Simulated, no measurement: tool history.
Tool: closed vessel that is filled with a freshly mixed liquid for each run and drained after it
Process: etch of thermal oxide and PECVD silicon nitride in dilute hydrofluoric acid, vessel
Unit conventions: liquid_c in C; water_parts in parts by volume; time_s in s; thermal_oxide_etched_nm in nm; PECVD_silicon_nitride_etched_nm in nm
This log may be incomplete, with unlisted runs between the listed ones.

run  hour  liquid_c  water_parts  time_s  thermal_oxide_etched_nm  PECVD_silicon_nitride_etched_nm
  1   0.0      22.0           95     475                  21.6260                          19.0500
  2   6.9      23.5           95     475                  22.7720                          21.3010
  3  15.6      23.5           65     475                  34.6450                          30.4930
  4  20.7      22.0           90     435                  20.9670                          18.3770
  5  28.6      22.0           90     585                  28.1710                          24.8580
  6  32.6      22.0           90     685                  32.8740                          29.1550
  7  38.8      21.0          110     590                  21.6350                          19.2790
  8  45.7      21.0          110     590                  21.7470                          19.5090
  9  51.3      20.0          125     490                  14.9540                          13.2140
 10  53.8      17.0          165     260                   5.1631                           4.3023
 11  60.6      17.0          165     240                   4.7527                           4.0163
 12  66.1      17.0          165     235                   4.6367                           3.9351
 13  73.9      17.0          165     230                   4.5425                           3.8411
 14  77.1      17.0          165     230                   4.5372                           3.9261

Run 15 has not been measured yet. What should we expect?
 15  79.7      17.0          170     225                        ?                                ?

{"run 15": {"thermal_oxide_etched_nm": 4.2676, "PECVD_silicon_nitride_etched_nm": 3.6173}}

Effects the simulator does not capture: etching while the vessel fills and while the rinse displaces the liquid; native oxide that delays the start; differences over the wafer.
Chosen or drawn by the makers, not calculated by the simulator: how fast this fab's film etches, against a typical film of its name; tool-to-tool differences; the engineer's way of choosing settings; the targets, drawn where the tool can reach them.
